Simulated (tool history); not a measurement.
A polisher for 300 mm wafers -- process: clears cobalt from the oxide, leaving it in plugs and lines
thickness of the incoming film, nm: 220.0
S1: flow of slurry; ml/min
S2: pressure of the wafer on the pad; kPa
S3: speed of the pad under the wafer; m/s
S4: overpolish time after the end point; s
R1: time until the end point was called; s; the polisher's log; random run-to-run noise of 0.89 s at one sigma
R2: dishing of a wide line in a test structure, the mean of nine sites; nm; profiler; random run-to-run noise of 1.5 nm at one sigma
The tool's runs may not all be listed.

run 1 day=0.000 | S1=160 S2=15.9 S3=1.26 S4=27 | R1=30.846 R2=83.639
run 2 day=0.317 | S1=140 S2=15.9 S3=1.26 S4=27 | R1=31.194 R2=83.745
run 3 day=0.658 | S1=125 S2=15.9 S3=1.26 S4=27 | R1=31.878 R2=82.929
run 4 day=0.742 | S1=125 S2=13.8 S3=1.22 S4=28 | R1=37.600 R2=80.360
run 5 day=0.992 | S1=125 S2=13.8 S3=1.22 S4=18 | R1=38.040 R2=65.758
run 6 day=1.350 | S1=125 S2=13.8 S3=1.22 S4=28 | R1=37.977 R2=77.817
run 7 day=1.562 | S1=125 S2=12.4 S3=1.20 S4=30 | R1=42.554 R2=78.304
run 8 day=1.608 | S1=125 S2=11.0 S3=1.20 S4=31 | R1=48.438 R2=73.835
run 9 day=1.783 | S1=125 S2=10.3 S3=1.20 S4=33 | R1=49.509 R2=76.999
run 10 day=1.862 | S1=125 S2=9.7 S3=1.20 S4=34 | R1=52.909 R2=75.578
run 11 day=2.154 | S1=125 S2=9.0 S3=1.20 S4=34 | R1=57.933 R2=69.803
run 12 day=2.221 | S1=125 S2=7.6 S3=1.18 S4=43 | R1=68.808 R2=75.832
run 13 day=2.512 | S1=125 S2=7.6 S3=1.18 S4=42 | R1=68.723 R2=75.496
run 14 day=2.883 | S1=125 S2=7.6 S3=1.18 S4=41 | R1=68.177 R2=73.907
run 15 day=2.975 | S1=125 S2=7.6 S3=1.18 S4=41 | R1=68.382 R2=75.948
run 16 day=3.217 | S1=125 S2=7.6 S3=1.18 S4=41 | R1=69.011 R2=74.649
run 17 day=3.471 | S1=125 S2=7.6 S3=1.18 S4=40 | R1=70.099 R2=73.518
run 18 day=3.546 | S1=125 S2=7.6 S3=1.18 S4=39 | R1=68.811 R2=73.507

Forecast run 19:
run 19 day=3.833 | S1=125 S2=7.6 S3=1.18 S4=38 | R1=? R2=?

For run 19 the tool returned R1 68.247 s, R2 69.511 nm.
